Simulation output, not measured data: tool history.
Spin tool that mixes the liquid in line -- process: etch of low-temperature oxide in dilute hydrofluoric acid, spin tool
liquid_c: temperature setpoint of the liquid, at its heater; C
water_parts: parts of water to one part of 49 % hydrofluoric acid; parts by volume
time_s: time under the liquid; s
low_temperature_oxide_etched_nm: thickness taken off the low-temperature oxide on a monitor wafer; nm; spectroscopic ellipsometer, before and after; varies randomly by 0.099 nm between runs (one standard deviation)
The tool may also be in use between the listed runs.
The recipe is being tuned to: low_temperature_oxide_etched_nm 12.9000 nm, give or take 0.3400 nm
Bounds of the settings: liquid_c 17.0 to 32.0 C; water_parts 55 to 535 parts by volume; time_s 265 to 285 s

run	hour	liquid_c	water_parts	time_s	low_temperature_oxide_etched_nm
1	0.0	24.0	295	265	8.6279
2	6.3	24.0	295	285	9.2043
3	12.9	24.0	295	265	8.7283
4	15.0	24.0	235	265	11.7720
5	23.6	21.0	235	265	10.4780
6	27.3	18.5	235	265	9.5134
7	28.9	20.0	235	265	10.0590
8	33.7	21.5	235	265	10.6800

Of the 4 settings listed for the next run, only one would bring every result within its allowed miss of target. Which one?
A	38.5	25.0	215	280	?
B	38.5	20.0	200	280	?
C	38.5	27.5	250	265	?
D	38.5	21.0	270	285	?

move	low_temperature_oxide_etched_nm
A	14.2840
B	12.9900
C	12.1820
D	9.4769
A: takes the result that was furthest off past its target
B: in spec on every target
C: nearer than the last run, and not there yet
D: lands further from the targets than the last run did
So the answer is move B, the one that meets all the targets.
